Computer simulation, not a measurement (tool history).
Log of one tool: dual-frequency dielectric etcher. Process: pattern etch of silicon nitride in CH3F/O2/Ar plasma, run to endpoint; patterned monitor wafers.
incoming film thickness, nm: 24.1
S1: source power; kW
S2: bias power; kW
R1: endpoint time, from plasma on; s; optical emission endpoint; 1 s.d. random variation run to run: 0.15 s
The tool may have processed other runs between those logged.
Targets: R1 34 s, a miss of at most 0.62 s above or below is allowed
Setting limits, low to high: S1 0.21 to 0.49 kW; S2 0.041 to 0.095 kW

run	day	S1	S2	R1
1	0	0.35	0.068	41.398
2	0.075	0.39	0.071	38.928
3	0.229	0.34	0.071	41.164
4	0.254	0.34	0.075	40.982
5	0.367	0.38	0.077	38.622
6	0.625	0.34	0.077	40.499
7	0.704	0.38	0.078	38.042
8	0.9	0.38	0.078	38.299
9	1.008	0.4	0.079	37.261
10	1.104	0.42	0.08	36.292
11	1.175	0.43	0.081	35.819
12	1.508	0.44	0.081	35.566
13	1.538	0.45	0.081	35.102

Below are 4 possible settings for the next run. Only one of them brings all results inside the allowed miss of their targets. Which is it?
A	1.567	0.47	0.094	?
B	1.567	0.42	0.075	?
C	1.567	0.44	0.092	?
D	1.567	0.49	0.087	?

move	R1
A	33.018
B	36.983
C	34.251
D	33.084
A: takes the result that was furthest off past its target
B: misses by more than the last run did
C: hits every target within its allowed miss
D: takes the result that was furthest off past its target
So the answer is move C, the one that meets all the targets.
